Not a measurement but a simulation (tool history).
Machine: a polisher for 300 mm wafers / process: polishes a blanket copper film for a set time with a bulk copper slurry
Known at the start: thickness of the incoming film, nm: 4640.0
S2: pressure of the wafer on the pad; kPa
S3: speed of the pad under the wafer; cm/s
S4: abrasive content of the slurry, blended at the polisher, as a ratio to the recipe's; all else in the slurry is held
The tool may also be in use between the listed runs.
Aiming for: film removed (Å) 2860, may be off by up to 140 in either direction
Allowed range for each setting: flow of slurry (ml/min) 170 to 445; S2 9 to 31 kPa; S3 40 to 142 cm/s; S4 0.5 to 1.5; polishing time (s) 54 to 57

run 1 hour=0 | flow_of_slurry_(ml/min)=285 S2=20 S3=90 S4=1 polishing_time_(s)=54 | film_removed_(Å)=3936.5
run 2 hour=3.9 | flow_of_slurry_(ml/min)=285 S2=20 S3=90 S4=1 polishing_time_(s)=54 | film_removed_(Å)=3961.9
run 3 hour=10.4 | flow_of_slurry_(ml/min)=285 S2=20 S3=90 S4=1 polishing_time_(s)=57 | film_removed_(Å)=4230.4
run 4 hour=18.5 | flow_of_slurry_(ml/min)=285 S2=18.6 S3=90 S4=1 polishing_time_(s)=57 | film_removed_(Å)=3919.9
run 5 hour=19.9 | flow_of_slurry_(ml/min)=285 S2=18.6 S3=90 S4=1 polishing_time_(s)=54 | film_removed_(Å)=3735.1
run 6 hour=23.6 | flow_of_slurry_(ml/min)=285 S2=18.6 S3=102 S4=1 polishing_time_(s)=54 | film_removed_(Å)=4235.9
run 7 hour=30.3 | flow_of_slurry_(ml/min)=285 S2=16.5 S3=102 S4=1 polishing_time_(s)=54 | film_removed_(Å)=3745.7
run 8 hour=32.5 | flow_of_slurry_(ml/min)=285 S2=15.2 S3=102 S4=1 polishing_time_(s)=54 | film_removed_(Å)=3515
run 9 hour=33 | flow_of_slurry_(ml/min)=285 S2=14.5 S3=102 S4=1 polishing_time_(s)=54 | film_removed_(Å)=3341.7
run 10 hour=38.8 | flow_of_slurry_(ml/min)=285 S2=13.8 S3=102 S4=1 polishing_time_(s)=54 | film_removed_(Å)=3124.6
run 11 hour=47.5 | flow_of_slurry_(ml/min)=285 S2=13.8 S3=102 S4=1 polishing_time_(s)=54 | film_removed_(Å)=3160.9
run 12 hour=50.9 | flow_of_slurry_(ml/min)=285 S2=13.1 S3=102 S4=1 polishing_time_(s)=54 | film_removed_(Å)=3105.2

Which single option among these 5 for the next run brings every result within its allowed miss of target? Just one does.
run A hour=54.3 | flow_of_slurry_(ml/min)=335 S2=13.8 S3=104 S4=0.85 polishing_time_(s)=54 | film_removed_(Å)=?
run B hour=54.3 | flow_of_slurry_(ml/min)=295 S2=16.5 S3=94 S4=1.1 polishing_time_(s)=54 | film_removed_(Å)=?
run C hour=54.3 | flow_of_slurry_(ml/min)=300 S2=11.7 S3=104 S4=1.25 polishing_time_(s)=54 | film_removed_(Å)=?
run D hour=54.3 | flow_of_slurry_(ml/min)=300 S2=15.2 S3=98 S4=0.75 polishing_time_(s)=57 | film_removed_(Å)=?
run E hour=54.3 | flow_of_slurry_(ml/min)=270 S2=15.2 S3=110 S4=0.9 polishing_time_(s)=55 | film_removed_(Å)=?

move=A film_removed_(Å)=3140.3
move=B film_removed_(Å)=3552.4
move=C film_removed_(Å)=2900.7
move=D film_removed_(Å)=3314.6
move=E film_removed_(Å)=3690.7
A: moves away from the targets compared with the last run
B: moves away from the targets compared with the last run
C: every result within its allowed miss
D: moves away from the targets compared with the last run
E: moves away from the targets compared with the last run
Move C is the one to make.
